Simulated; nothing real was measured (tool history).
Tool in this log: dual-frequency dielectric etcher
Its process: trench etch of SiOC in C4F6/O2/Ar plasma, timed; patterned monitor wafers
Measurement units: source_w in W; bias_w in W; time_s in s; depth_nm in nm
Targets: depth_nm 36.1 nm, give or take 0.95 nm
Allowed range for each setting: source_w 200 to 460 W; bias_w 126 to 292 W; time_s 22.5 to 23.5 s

Run 1, hour 0: source_w 330 W, bias_w 209 W, time_s 22.5 s. Result: depth_nm 40.958 nm.
Run 2, hour 8.2: source_w 350 W, bias_w 209 W, time_s 22.5 s. Result: depth_nm 41.446 nm.
Run 3, hour 13.2: source_w 400 W, bias_w 209 W, time_s 22.5 s. Result: depth_nm 43.719 nm.
Run 4, hour 16.3: source_w 380 W, bias_w 202 W, time_s 22.5 s. Result: depth_nm 42.845 nm.
Run 5, hour 24.5: source_w 360 W, bias_w 195 W, time_s 22.5 s. Result: depth_nm 41.442 nm.
Run 6, hour 26.4: source_w 360 W, bias_w 168 W, time_s 22.5 s. Result: depth_nm 40.494 nm.
Run 7, hour 28.1: source_w 340 W, bias_w 163 W, time_s 22.5 s. Result: depth_nm 39.014 nm.
Run 8, hour 29.5: source_w 330 W, bias_w 160 W, time_s 22.5 s. Result: depth_nm 38.168 nm.
Run 9, hour 37.6: source_w 330 W, bias_w 160 W, time_s 22.5 s. Result: depth_nm 38.79 nm.
Run 10, hour 43.1: source_w 320 W, bias_w 157 W, time_s 22.5 s. Result: depth_nm 37.878 nm.
Run 11, hour 47.2: source_w 310 W, bias_w 155 W, time_s 22.5 s. Result: depth_nm 37.429 nm.
Run 12, hour 52.2: source_w 310 W, bias_w 154 W, time_s 22.5 s. Result: depth_nm 37.444 nm.
Run 13, hour 55.5: source_w 310 W, bias_w 153 W, time_s 22.5 s. Result: depth_nm 37.249 nm.
Run 14, hour 61.9: source_w 310 W, bias_w 152 W, time_s 22.5 s. Result: depth_nm 37.281 nm.
At hour 69.4: source power generator calibrated.
Run 15, hour 69.4: source_w 310 W, bias_w 151 W, time_s 22.5 s. Result: depth_nm 37.867 nm.
Run 16, hour 71.5: source_w 300 W, bias_w 148 W, time_s 22.5 s. Result: depth_nm 36.973 nm.
Run 17, hour 76.8: source_w 300 W, bias_w 147 W, time_s 22.5 s. Result: depth_nm 37.146 nm.

Which one of the following 4 next-run settings gets every result inside its allowed miss? There is exactly one.
Run A, hour 82.1: source_w 310 W, bias_w 155 W, time_s 23 s. Result: depth_nm ?.
Run B, hour 82.1: source_w 290 W, bias_w 141 W, time_s 22.5 s. Result: depth_nm ?.
Run C, hour 82.1: source_w 330 W, bias_w 127 W, time_s 23 s. Result: depth_nm ?.
Run D, hour 82.1: source_w 320 W, bias_w 162 W, time_s 22.5 s. Result: depth_nm ?.

move  depth_nm
   A    39.081
   B    36.619
   C    38.514
   D    39.029
A: moves away from the targets compared with the last run
B: each result inside its tolerance
C: moves away from the targets compared with the last run
D: moves away from the targets compared with the last run
Answer: B

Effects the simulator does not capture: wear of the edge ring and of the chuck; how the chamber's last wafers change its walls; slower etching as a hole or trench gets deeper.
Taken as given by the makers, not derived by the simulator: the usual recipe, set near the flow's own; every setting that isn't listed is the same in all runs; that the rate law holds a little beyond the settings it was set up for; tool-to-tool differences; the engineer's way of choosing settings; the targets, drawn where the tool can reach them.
